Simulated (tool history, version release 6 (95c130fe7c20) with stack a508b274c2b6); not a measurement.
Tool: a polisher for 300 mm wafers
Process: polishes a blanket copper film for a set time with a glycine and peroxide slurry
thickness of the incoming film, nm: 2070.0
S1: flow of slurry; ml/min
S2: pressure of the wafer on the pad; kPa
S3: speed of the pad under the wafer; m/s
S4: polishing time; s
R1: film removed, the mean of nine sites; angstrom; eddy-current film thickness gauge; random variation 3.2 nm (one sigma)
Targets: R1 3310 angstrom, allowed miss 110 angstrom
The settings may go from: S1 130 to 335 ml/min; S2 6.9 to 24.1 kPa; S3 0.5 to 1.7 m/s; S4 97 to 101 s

run  hour   S1    S2   S3  S4      R1
  1     0  215  15.2  1.1  97    4698
  2   0.9  215  13.8  1.1  97  4252.4
  3   5.8  215  13.1  1.1  97  4070.2
  4  12.4  215  14.5  1.1  97  4423.1
  5  19.3  215  13.1  1.1  97  4044.9
  6  24.3  215  13.1  1.1  97  4116.9
  7    30  215  12.4  1.1  97  3862.1
  8  38.1  215  11.7  1.1  97  3762.5
  9  45.6  215    11  1.1  97    3583

4 next moves are on the table. One of them brings every result within its allowed miss. Which?
  A  53.1  170   9.7  1.18   97   ?
  B  53.1  215  12.4   1.1   98   ?
  C  53.1  215  11.7  1.18  100   ?
  D  53.1  185  13.1  1.06   99   ?

move      R1
   A  3330.1
   B  3970.6
   C  4083.1
   D  4001.5
A: meets every target
B: further off than the last run
C: further off than the last run
D: further off than the last run
The right move is A.
